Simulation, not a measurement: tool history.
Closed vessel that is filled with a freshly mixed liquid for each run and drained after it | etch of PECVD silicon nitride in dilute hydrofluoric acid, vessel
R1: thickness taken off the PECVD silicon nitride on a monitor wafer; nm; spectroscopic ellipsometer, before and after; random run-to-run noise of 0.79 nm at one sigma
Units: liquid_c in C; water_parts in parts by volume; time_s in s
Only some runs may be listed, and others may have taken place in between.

{"run": 1, "day": 0.0, "liquid_c": 22.0, "water_parts": 170, "time_s": 635, "R1": 19.169}
{"run": 2, "day": 0.138, "liquid_c": 22.0, "water_parts": 215, "time_s": 635, "R1": 15.276}
{"run": 3, "day": 0.217, "liquid_c": 24.5, "water_parts": 160, "time_s": 635, "R1": 24.659}
{"run": 4, "day": 0.3, "liquid_c": 24.5, "water_parts": 185, "time_s": 635, "R1": 20.747}
{"run": 5, "day": 0.608, "liquid_c": 26.0, "water_parts": 140, "time_s": 635, "R1": 30.575}
{"run": 6, "day": 0.696, "liquid_c": 27.5, "water_parts": 105, "time_s": 635, "R1": 44.442}
{"run": 7, "day": 0.808, "liquid_c": 28.5, "water_parts": 85, "time_s": 635, "R1": 58.537}

Run 8, settings as shown, results not yet in. Your forecast:
{"run": 8, "day": 0.904, "liquid_c": 29.0, "water_parts": 75, "time_s": 635, "R1": "?"}

Run 8 came out at R1 67.560 nm.
